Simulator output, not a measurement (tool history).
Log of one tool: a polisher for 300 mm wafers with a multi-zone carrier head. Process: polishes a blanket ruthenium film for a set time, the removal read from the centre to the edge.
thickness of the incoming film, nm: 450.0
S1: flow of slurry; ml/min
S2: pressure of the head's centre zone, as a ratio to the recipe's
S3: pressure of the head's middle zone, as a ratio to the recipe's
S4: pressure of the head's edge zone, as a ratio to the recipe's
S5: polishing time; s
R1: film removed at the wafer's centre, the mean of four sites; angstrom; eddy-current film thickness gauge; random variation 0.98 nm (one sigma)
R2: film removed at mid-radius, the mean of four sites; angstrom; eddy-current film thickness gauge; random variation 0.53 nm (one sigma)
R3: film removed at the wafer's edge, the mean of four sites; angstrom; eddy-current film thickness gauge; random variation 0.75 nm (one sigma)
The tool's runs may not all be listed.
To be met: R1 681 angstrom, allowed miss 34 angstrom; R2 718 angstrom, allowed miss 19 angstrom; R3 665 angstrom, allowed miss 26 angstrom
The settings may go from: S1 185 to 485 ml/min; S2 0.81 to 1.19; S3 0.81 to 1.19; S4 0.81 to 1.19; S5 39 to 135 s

Run 1, hour 0: S1 310 ml/min, S2 1, S3 1, S4 1, S5 87 s. Result: R1 953.56 angstrom, R2 948.51 angstrom, R3 942.41 angstrom.
Run 2, hour 7.7: S1 310 ml/min, S2 1, S3 0.92, S4 1, S5 87 s. Result: R1 921.51 angstrom, R2 884.09 angstrom, R3 957.61 angstrom.
Run 3, hour 10.9: S1 310 ml/min, S2 0.99, S3 0.93, S4 0.98, S5 84 s. Result: R1 896.73 angstrom, R2 847.14 angstrom, R3 906.51 angstrom.
Run 4, hour 12.8: S1 310 ml/min, S2 0.99, S3 0.85, S4 0.98, S5 84 s. Result: R1 906.21 angstrom, R2 782.5 angstrom, R3 898.73 angstrom.
Run 5, hour 17.6: S1 310 ml/min, S2 0.99, S3 0.85, S4 1.06, S5 84 s. Result: R1 906.05 angstrom, R2 791.98 angstrom, R3 938.82 angstrom.
Run 6, hour 22.4: S1 310 ml/min, S2 0.99, S3 0.81, S4 1.06, S5 84 s. Result: R1 921.48 angstrom, R2 751.18 angstrom, R3 951.31 angstrom.
Run 7, hour 23.4: S1 310 ml/min, S2 0.99, S3 0.83, S4 1.03, S5 81 s. Result: R1 862.05 angstrom, R2 742.83 angstrom, R3 893.19 angstrom.
Run 8, hour 31.2: S1 310 ml/min, S2 0.99, S3 0.85, S4 1, S5 79 s. Result: R1 870.28 angstrom, R2 746.26 angstrom, R3 871.08 angstrom.
Run 9, hour 33.4: S1 310 ml/min, S2 0.98, S3 0.87, S4 0.98, S5 77 s. Result: R1 832.58 angstrom, R2 737.8 angstrom, R3 816.87 angstrom.
Run 10, hour 37.6: S1 310 ml/min, S2 0.96, S3 0.88, S4 0.96, S5 76 s. Result: R1 798.48 angstrom, R2 740.2 angstrom, R3 824.47 angstrom.
Run 11, hour 38.6: S1 320 ml/min, S2 1.03, S3 0.98, S4 0.87, S5 54 s. Result: R1 603.85 angstrom, R2 575.84 angstrom, R3 547.31 angstrom.
Run 12, hour 43.3: S1 320 ml/min, S2 1.03, S3 1, S4 0.9, S5 55 s. Result: R1 613.31 angstrom, R2 594.42 angstrom, R3 579.98 angstrom.
Run 13, hour 51.9: S1 325 ml/min, S2 1.04, S3 1.02, S4 0.91, S5 56 s. Result: R1 646.81 angstrom, R2 616.93 angstrom, R3 583.25 angstrom.
Run 14, hour 56.6: S1 330 ml/min, S2 1.03, S3 1.03, S4 0.93, S5 56 s. Result: R1 633.13 angstrom, R2 623.94 angstrom, R3 594.07 angstrom.
Run 15, hour 57.9: S1 330 ml/min, S2 1.03, S3 1.04, S4 0.94, S5 56 s. Result: R1 634.05 angstrom, R2 632.24 angstrom, R3 602.55 angstrom.
Run 16, hour 64.8: S1 330 ml/min, S2 1.03, S3 1.05, S4 0.95, S5 56 s. Result: R1 638.34 angstrom, R2 636.82 angstrom, R3 600.57 angstrom.
Run 17, hour 70.2: S1 330 ml/min, S2 1.03, S3 1.06, S4 0.96, S5 56 s. Result: R1 633.02 angstrom, R2 638.48 angstrom, R3 608.06 angstrom.
Run 18, hour 76.2: S1 330 ml/min, S2 1.03, S3 1.07, S4 0.97, S5 56 s. Result: R1 630.21 angstrom, R2 656.41 angstrom, R3 605.36 angstrom.
Run 19, hour 76.9: S1 330 ml/min, S2 1.03, S3 1.07, S4 0.98, S5 56 s. Result: R1 638.28 angstrom, R2 635.48 angstrom, R3 602.25 angstrom.

Which of these 4 next moves meets every target?
Run A, hour 77.6: S1 270 ml/min, S2 0.97, S3 1.19, S4 0.84, S5 58 s. Result: R1 ?, R2 ?, R3 ?.
Run B, hour 77.6: S1 295 ml/min, S2 1.1, S3 1.02, S4 1.01, S5 48 s. Result: R1 ?, R2 ?, R3 ?.
Run C, hour 77.6: S1 265 ml/min, S2 0.99, S3 1.07, S4 0.92, S5 64 s. Result: R1 ?, R2 ?, R3 ?.
Run D, hour 77.6: S1 325 ml/min, S2 1.17, S3 1.08, S4 0.92, S5 52 s. Result: R1 ?, R2 ?, R3 ?.

move      R1      R2      R3
   A  609.49   712.6  577.72
   B  576.99  520.52  525.26
   C  684.59  716.23  664.52
   D  671.49  596.76   547.4
A: brings the result that was furthest off to its target, and leaves another outside
B: further off than the last run
C: meets every target
D: further off than the last run
Move C is the one to make.
